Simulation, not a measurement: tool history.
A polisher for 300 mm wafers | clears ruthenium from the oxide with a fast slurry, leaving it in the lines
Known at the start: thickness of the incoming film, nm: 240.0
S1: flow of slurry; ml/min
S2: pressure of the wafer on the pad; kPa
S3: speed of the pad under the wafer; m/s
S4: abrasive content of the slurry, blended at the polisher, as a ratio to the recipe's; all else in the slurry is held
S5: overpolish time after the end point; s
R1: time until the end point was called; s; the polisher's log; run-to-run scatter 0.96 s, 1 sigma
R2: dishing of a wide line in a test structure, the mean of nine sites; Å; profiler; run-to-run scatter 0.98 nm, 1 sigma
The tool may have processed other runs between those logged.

{"run": 1, "day": 0.0, "S1": 160, "S2": 13.1, "S3": 1.18, "S4": 1, "S5": 25, "R1": 74.819, "R2": 602.09}
{"run": 2, "day": 0.25, "S1": 160, "S2": 13.1, "S3": 1.36, "S4": 1, "S5": 25, "R1": 65.912, "R2": 679.57}
{"run": 3, "day": 0.467, "S1": 160, "S2": 12.4, "S3": 1.36, "S4": 1, "S5": 25, "R1": 68.47, "R2": 652.96}
{"run": 4, "day": 0.667, "S1": 160, "S2": 11.7, "S3": 1.36, "S4": 1, "S5": 25, "R1": 69.271, "R2": 644.77}
{"run": 5, "day": 1.025, "S1": 160, "S2": 11.7, "S3": 1.36, "S4": 1.2, "S5": 25, "R1": 65.798, "R2": 667.66}
{"run": 6, "day": 1.35, "S1": 175, "S2": 11.7, "S3": 1.36, "S4": 1.2, "S5": 25, "R1": 64.6, "R2": 671.64}
{"run": 7, "day": 1.492, "S1": 175, "S2": 11, "S3": 1.36, "S4": 1.2, "S5": 25, "R1": 66.622, "R2": 678.13}
{"run": 8, "day": 1.617, "S1": 175, "S2": 11, "S3": 1.36, "S4": 1.2, "S5": 25, "R1": 65.616, "R2": 661.18}
{"run": 9, "day": 1.738, "S1": 170, "S2": 10.3, "S3": 1.36, "S4": 1.2, "S5": 25, "R1": 68.185, "R2": 643.19}

What does the tool deliver on the next run?
{"run": 10, "day": 2.079, "S1": 170, "S2": 9.7, "S3": 1.34, "S4": 1.2, "S5": 25, "R1": "?", "R2": "?"}

Logged for run 10: R1 73.201 s, R2 618.62 Å.
